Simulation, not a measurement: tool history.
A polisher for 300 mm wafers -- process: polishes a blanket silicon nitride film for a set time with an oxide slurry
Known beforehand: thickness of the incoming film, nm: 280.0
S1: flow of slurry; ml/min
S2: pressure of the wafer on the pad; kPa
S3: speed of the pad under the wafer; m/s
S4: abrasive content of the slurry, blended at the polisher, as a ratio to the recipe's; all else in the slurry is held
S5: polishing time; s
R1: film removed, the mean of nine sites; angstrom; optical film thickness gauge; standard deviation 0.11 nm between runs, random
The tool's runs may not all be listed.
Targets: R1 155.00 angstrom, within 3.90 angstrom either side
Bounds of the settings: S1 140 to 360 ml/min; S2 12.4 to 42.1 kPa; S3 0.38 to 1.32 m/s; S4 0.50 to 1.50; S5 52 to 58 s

run   hour   S1    S2    S3    S4  S5      R1
  1    0.0  230  26.9  0.84  1.00  58  432.95
  2    1.4  225  24.1  0.76  1.00  58  363.12
  3    7.1  225  24.1  0.76  1.00  58  362.07
  4   10.5  225  24.1  0.76  1.00  58  358.10
  5   15.2  270  24.1  0.76  1.00  58  369.91
  6   15.9  270  24.1  0.76  0.90  58  349.47
  7   19.0  270  24.1  0.76  0.90  58  343.57
  8   19.9  270  22.1  0.70  0.90  58  299.30
  9   23.4  270  20.0  0.66  0.90  58  260.21
 10   24.9  265  18.6  0.62  0.90  58  235.47
 11   33.6  260  17.2  0.60  0.90  58  214.19
 12   41.7  255  16.5  0.58  0.90  58  195.78
 13   44.8  240  15.9  0.58  0.90  58  188.83
 14   50.6  230  15.2  0.58  0.90  58  179.35
 15   59.5  220  15.2  0.58  0.90  58  179.90
 16   66.1  210  14.5  0.58  0.90  58  167.80
 17   68.3  200  14.5  0.58  0.90  58  168.24
 18   74.0  190  14.5  0.58  0.90  58  166.86
 19   76.3  185  14.5  0.58  0.90  58  166.10
 20   80.4  180  14.5  0.58  0.90  58  165.67
 21   88.0  175  14.5  0.58  0.90  58  165.96
 22   89.9  170  14.5  0.58  0.90  58  165.35
 23   98.3  165  12.4  0.58  0.90  58  140.98
 24  100.0  175  12.4  0.58  0.90  58  143.62

Which of these 4 next moves meets every target?
  A  101.7  140  12.4  0.56  0.85  58   ?
  B  101.7  190  12.4  0.74  0.85  54   ?
  C  101.7  160  12.4  0.50  1.00  54   ?
  D  101.7  200  15.2  0.38  1.00  54   ?

move      R1
   A  127.76
   B  153.86
   C  124.09
   D  129.37
A: misses by more than the last run did
B: every result lands within tolerance
C: misses by more than the last run did
D: misses by more than the last run did
Move B is the one to make.

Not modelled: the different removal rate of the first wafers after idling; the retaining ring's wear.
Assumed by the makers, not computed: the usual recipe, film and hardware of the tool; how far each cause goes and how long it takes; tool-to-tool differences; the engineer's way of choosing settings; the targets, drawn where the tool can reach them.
